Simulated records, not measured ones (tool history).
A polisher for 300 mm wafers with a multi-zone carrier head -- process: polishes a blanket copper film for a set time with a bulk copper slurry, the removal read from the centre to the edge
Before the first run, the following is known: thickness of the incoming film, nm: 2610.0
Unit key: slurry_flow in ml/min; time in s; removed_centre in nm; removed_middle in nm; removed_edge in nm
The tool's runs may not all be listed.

run    day  slurry_flow  centre_zone  middle_zone  edge_zone  slurry_solids  time  removed_centre  removed_middle  removed_edge
  1      0          165            1            1          1              1    36          221.08          244.92        241.47
  2  0.171          165            1            1          1              1    27          165.77          182.79         179.7
  3   0.45          175         1.02         0.99       1.01              1    27          167.23          180.84        188.09
  4  0.775          210         1.02         0.99       1.01              1    27          174.12          187.62        189.23
  5  1.112          190         1.02         0.99       1.01              1    27          171.07          183.89        184.82
  6  1.479          190         1.02         0.99       0.97              1    27          173.61          184.28        180.48
  7  1.808          195         1.04         0.98       0.98              1    27          178.34           183.8        181.05
  8  1.988          200         1.05         0.97       0.99              1    27          180.16          182.86        185.78

The next listed run, before its measurement:
  9  2.308          205         1.06         0.96       0.99              1    27               ?               ?             ?

Run 9 came out at removed_centre 182.32 nm, removed_middle 182.36 nm, removed_edge 187.74 nm.
